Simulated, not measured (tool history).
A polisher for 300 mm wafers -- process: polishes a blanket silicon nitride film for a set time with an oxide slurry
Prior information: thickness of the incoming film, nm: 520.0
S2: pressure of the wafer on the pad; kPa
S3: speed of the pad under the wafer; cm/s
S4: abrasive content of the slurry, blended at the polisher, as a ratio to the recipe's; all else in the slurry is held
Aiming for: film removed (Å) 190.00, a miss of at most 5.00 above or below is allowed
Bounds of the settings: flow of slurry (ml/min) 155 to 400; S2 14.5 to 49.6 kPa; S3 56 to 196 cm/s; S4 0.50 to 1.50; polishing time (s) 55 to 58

{"run": 1, "hour": 0.0, "flow of slurry (ml/min)": 255, "S2": 31.7, "S3": 126, "S4": 1.0, "polishing time (s)": 55, "film removed (Å)": 458.89}
{"run": 2, "hour": 6.7, "flow of slurry (ml/min)": 295, "S2": 31.7, "S3": 126, "S4": 1.0, "polishing time (s)": 55, "film removed (Å)": 469.25}
{"run": 3, "hour": 14.3, "flow of slurry (ml/min)": 290, "S2": 29.0, "S3": 118, "S4": 1.0, "polishing time (s)": 55, "film removed (Å)": 406.79}
{"run": 4, "hour": 17.5, "flow of slurry (ml/min)": 285, "S2": 26.9, "S3": 112, "S4": 1.0, "polishing time (s)": 55, "film removed (Å)": 358.18}
{"run": 5, "hour": 24.9, "flow of slurry (ml/min)": 280, "S2": 24.8, "S3": 108, "S4": 1.0, "polishing time (s)": 55, "film removed (Å)": 326.54}
{"run": 6, "hour": 28.5, "flow of slurry (ml/min)": 280, "S2": 24.8, "S3": 108, "S4": 1.0, "polishing time (s)": 58, "film removed (Å)": 346.57}
{"run": 7, "hour": 35.2, "flow of slurry (ml/min)": 275, "S2": 23.4, "S3": 104, "S4": 1.0, "polishing time (s)": 58, "film removed (Å)": 316.63}
{"run": 8, "hour": 37.6, "flow of slurry (ml/min)": 265, "S2": 22.1, "S3": 100, "S4": 1.0, "polishing time (s)": 58, "film removed (Å)": 295.25}
{"run": 9, "hour": 41.8, "flow of slurry (ml/min)": 260, "S2": 20.7, "S3": 96, "S4": 1.0, "polishing time (s)": 58, "film removed (Å)": 265.58}
{"run": 10, "hour": 50.2, "flow of slurry (ml/min)": 250, "S2": 20.0, "S3": 96, "S4": 1.0, "polishing time (s)": 58, "film removed (Å)": 259.43}
{"run": 11, "hour": 51.1, "flow of slurry (ml/min)": 240, "S2": 19.3, "S3": 94, "S4": 1.0, "polishing time (s)": 58, "film removed (Å)": 241.5}
{"run": 12, "hour": 55.7, "flow of slurry (ml/min)": 230, "S2": 18.6, "S3": 94, "S4": 1.0, "polishing time (s)": 58, "film removed (Å)": 233.62}
{"run": 13, "hour": 62.8, "flow of slurry (ml/min)": 220, "S2": 17.9, "S3": 94, "S4": 1.0, "polishing time (s)": 58, "film removed (Å)": 227.65}

Below are 4 possible settings for the next run. Only one of them brings all results inside the allowed miss of their targets. Which is it?
{"run": "A", "hour": 69.9, "flow of slurry (ml/min)": 210, "S2": 17.2, "S3": 92, "S4": 1.0, "polishing time (s)": 55, "film removed (Å)": "?"}
{"run": "B", "hour": 69.9, "flow of slurry (ml/min)": 175, "S2": 23.4, "S3": 60, "S4": 0.9, "polishing time (s)": 56, "film removed (Å)": "?"}
{"run": "C", "hour": 69.9, "flow of slurry (ml/min)": 230, "S2": 21.4, "S3": 68, "S4": 0.9, "polishing time (s)": 57, "film removed (Å)": "?"}
{"run": "D", "hour": 69.9, "flow of slurry (ml/min)": 225, "S2": 16.5, "S3": 98, "S4": 0.95, "polishing time (s)": 57, "film removed (Å)": "?"}

move=A film_removed_(Å)=202.49
move=B film_removed_(Å)=190.30
move=C film_removed_(Å)=196.75
move=D film_removed_(Å)=204.52
A: closer than the last run, but not yet in spec
B: every result lands within tolerance
C: closer than the last run, but not yet in spec
D: closer than the last run, but not yet in spec
The right move is B.
